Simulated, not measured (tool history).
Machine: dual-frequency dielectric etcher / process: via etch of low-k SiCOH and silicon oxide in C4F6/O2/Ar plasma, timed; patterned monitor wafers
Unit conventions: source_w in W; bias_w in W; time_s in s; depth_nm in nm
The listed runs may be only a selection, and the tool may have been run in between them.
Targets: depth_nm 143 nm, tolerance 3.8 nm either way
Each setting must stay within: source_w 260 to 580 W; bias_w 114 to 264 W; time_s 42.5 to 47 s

Run 1, hour 0: source_w 420 W, bias_w 189 W, time_s 47 s. Result: depth_nm 124.96 nm.
Run 2, hour 8.4: source_w 420 W, bias_w 189 W, time_s 42.5 s. Result: depth_nm 112.32 nm.
Run 3, hour 14.6: source_w 440 W, bias_w 197 W, time_s 43 s. Result: depth_nm 116.83 nm.
Run 4, hour 16.9: source_w 460 W, bias_w 205 W, time_s 43.5 s. Result: depth_nm 121.08 nm.
Run 5, hour 24.5: source_w 460 W, bias_w 237 W, time_s 43.5 s. Result: depth_nm 125.66 nm.
Run 6, hour 25.9: source_w 470 W, bias_w 241 W, time_s 44 s. Result: depth_nm 128.55 nm.
Run 7, hour 29: source_w 480 W, bias_w 244 W, time_s 44.5 s. Result: depth_nm 130.46 nm.
Run 8, hour 36.5: source_w 490 W, bias_w 247 W, time_s 45 s. Result: depth_nm 133.99 nm.

Which one of the following 5 next-run settings gets every result inside its allowed miss? There is exactly one.
Run A, hour 44: source_w 450 W, bias_w 254 W, time_s 46 s. Result: depth_nm ?.
Run B, hour 44: source_w 440 W, bias_w 251 W, time_s 43.5 s. Result: depth_nm ?.
Run C, hour 44: source_w 470 W, bias_w 237 W, time_s 42.5 s. Result: depth_nm ?.
Run D, hour 44: source_w 530 W, bias_w 264 W, time_s 47 s. Result: depth_nm ?.
Run E, hour 44: source_w 440 W, bias_w 244 W, time_s 44 s. Result: depth_nm ?.

move  depth_nm
   A    135.43
   B    127.01
   C    123.67
   D    145.06
   E    127.38
A: gains on the last run, yet a result remains outside its allowed miss
B: moves away from the targets compared with the last run
C: moves away from the targets compared with the last run
D: every result lands within tolerance
E: moves away from the targets compared with the last run
The move that meets every target is D.
